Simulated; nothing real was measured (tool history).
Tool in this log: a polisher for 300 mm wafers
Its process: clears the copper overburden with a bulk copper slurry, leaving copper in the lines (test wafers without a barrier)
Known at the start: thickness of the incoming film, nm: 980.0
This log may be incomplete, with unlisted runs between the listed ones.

run  hour  flow of slurry (ml/min)  pressure of the wafer on the pad (kPa)  speed of the pad under the wafer (cm/s)  abrasive content of the slurry  overpolish time after the end point (s)  time until the end point was called (s)  dishing of a wide line in a test structure (Å)
  1     0                      235                                    15.9                                      118                               1                                       25                                   118.16                                          806.06
  2   1.5                      235                                    15.9                                      118                               1                                       35                                   118.45                                          922.77
  3   6.6                      235                                    15.9                                      130                               1                                       35                                   108.94                                          936.74
  4  14.5                      235                                    15.9                                      130                               1                                       41                                   107.27                                          922.76
  5  19.1                      235                                    15.9                                      150                               1                                       41                                   96.413                                          994.69
  6  19.8                      215                                    13.8                                      140                             0.9                                       34                                   114.09                                          877.72
  7  20.5                      245                                    12.4                                      124                            1.05                                       29                                   135.03                                          783.66
  8  23.7                      225                                      11                                      116                            0.95                                       25                                   164.49                                          650.91
  9  28.9                      205                                    10.3                                      114                            0.85                                       21                                   179.43                                          570.95
 10  36.4                      190                                     9.7                                      112                             0.8                                       18                                   186.61                                          473.56
 11    41                      180                                       9                                      110                            0.75                                       16                                   206.01                                          413.72
 12  46.9                      170                                     8.3                                      110                             0.7                                       14                                   226.45                                          361.88
 13  48.6                      165                                     8.3                                      112                            0.65                                       13                                   223.64                                           327.7

Predict the results of run 14:
 14  49.7                      160                                     8.3                                      114                             0.6                                       12                                        ?                                               ?

{"run 14": {"time until the end point was called (s)": 219.86, "dishing of a wide line in a test structure (Å)": 314.17}}

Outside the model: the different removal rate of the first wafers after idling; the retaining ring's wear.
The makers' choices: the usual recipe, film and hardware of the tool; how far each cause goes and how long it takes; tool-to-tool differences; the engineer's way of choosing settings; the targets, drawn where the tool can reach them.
